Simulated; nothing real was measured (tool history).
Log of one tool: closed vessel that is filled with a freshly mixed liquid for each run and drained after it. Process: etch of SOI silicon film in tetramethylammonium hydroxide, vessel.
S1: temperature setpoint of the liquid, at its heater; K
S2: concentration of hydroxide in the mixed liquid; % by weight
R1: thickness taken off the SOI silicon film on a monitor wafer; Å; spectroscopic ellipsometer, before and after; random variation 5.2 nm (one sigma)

{"run": 1, "hour": 0.0, "S1": 342.15, "S2": 11.5, "time in the liquid (s)": 105, "R1": 6939.8}
{"run": 2, "hour": 8.5, "S1": 342.15, "S2": 10.5, "time in the liquid (s)": 105, "R1": 7082.0}
{"run": 3, "hour": 14.1, "S1": 346.15, "S2": 10.5, "time in the liquid (s)": 105, "R1": 9031.2}
{"run": 4, "hour": 17.8, "S1": 346.65, "S2": 10.5, "time in the liquid (s)": 105, "R1": 9129.9}
{"run": 5, "hour": 19.1, "S1": 343.65, "S2": 10.5, "time in the liquid (s)": 105, "R1": 7781.5}
{"run": 6, "hour": 20.7, "S1": 343.65, "S2": 11.5, "time in the liquid (s)": 105, "R1": 7520.9}
{"run": 7, "hour": 29.3, "S1": 344.15, "S2": 11.5, "time in the liquid (s)": 105, "R1": 7750.6}
{"run": 8, "hour": 36.4, "S1": 344.65, "S2": 11.5, "time in the liquid (s)": 105, "R1": 8019.8}

Forecast run 9:
{"run": 9, "hour": 40.6, "S1": 345.15, "S2": 11.5, "time in the liquid (s)": 105, "R1": "?"}

{"run 9": {"R1": 8317.1}}
